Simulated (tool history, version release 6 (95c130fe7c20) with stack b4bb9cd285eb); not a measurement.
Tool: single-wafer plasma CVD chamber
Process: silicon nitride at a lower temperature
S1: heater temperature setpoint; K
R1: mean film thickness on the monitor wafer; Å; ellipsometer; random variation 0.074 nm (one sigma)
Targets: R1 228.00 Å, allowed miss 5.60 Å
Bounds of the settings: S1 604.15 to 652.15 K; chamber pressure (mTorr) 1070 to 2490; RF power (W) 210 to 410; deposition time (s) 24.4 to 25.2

run 1 hour=0.0 | S1=628.15 chamber_pressure_(mTorr)=1780 RF_power_(W)=310 deposition_time_(s)=24.4 | R1=305.67
run 2 hour=3.6 | S1=628.15 chamber_pressure_(mTorr)=1690 RF_power_(W)=295 deposition_time_(s)=24.4 | R1=290.05
run 3 hour=12.2 | S1=628.15 chamber_pressure_(mTorr)=1690 RF_power_(W)=295 deposition_time_(s)=25.2 | R1=298.76
run 4 hour=17.0 | S1=628.15 chamber_pressure_(mTorr)=1690 RF_power_(W)=295 deposition_time_(s)=24.4 | R1=289.84
run 5 hour=18.9 | S1=628.15 chamber_pressure_(mTorr)=1690 RF_power_(W)=295 deposition_time_(s)=24.4 | R1=289.26
run 6 hour=22.4 | S1=628.15 chamber_pressure_(mTorr)=1610 RF_power_(W)=285 deposition_time_(s)=24.4 | R1=275.48
run 7 hour=28.0 | S1=628.15 chamber_pressure_(mTorr)=1530 RF_power_(W)=280 deposition_time_(s)=24.4 | R1=267.19
run 8 hour=30.9 | S1=628.15 chamber_pressure_(mTorr)=1460 RF_power_(W)=275 deposition_time_(s)=24.4 | R1=258.40
run 9 hour=32.0 | S1=628.15 chamber_pressure_(mTorr)=1400 RF_power_(W)=270 deposition_time_(s)=24.4 | R1=249.24
run 10 hour=40.1 | S1=628.15 chamber_pressure_(mTorr)=1360 RF_power_(W)=270 deposition_time_(s)=24.4 | R1=245.61

Which of these 5 next moves meets every target?
run A hour=48.2 | S1=619.15 chamber_pressure_(mTorr)=1500 RF_power_(W)=235 deposition_time_(s)=24.4 | R1=?
run B hour=48.2 | S1=633.15 chamber_pressure_(mTorr)=1360 RF_power_(W)=270 deposition_time_(s)=25.2 | R1=?
run C hour=48.2 | S1=616.15 chamber_pressure_(mTorr)=1100 RF_power_(W)=335 deposition_time_(s)=25.2 | R1=?
run D hour=48.2 | S1=624.15 chamber_pressure_(mTorr)=1160 RF_power_(W)=285 deposition_time_(s)=25.2 | R1=?
run E hour=48.2 | S1=610.15 chamber_pressure_(mTorr)=1210 RF_power_(W)=270 deposition_time_(s)=25.2 | R1=?

move=A R1=231.41
move=B R1=254.35
move=C R1=267.56
move=D R1=244.58
move=E R1=241.71
A: meets every target
B: further off than the last run
C: further off than the last run
D: nearer than the last run, and not there yet
E: nearer than the last run, and not there yet
Move A is the one to make.

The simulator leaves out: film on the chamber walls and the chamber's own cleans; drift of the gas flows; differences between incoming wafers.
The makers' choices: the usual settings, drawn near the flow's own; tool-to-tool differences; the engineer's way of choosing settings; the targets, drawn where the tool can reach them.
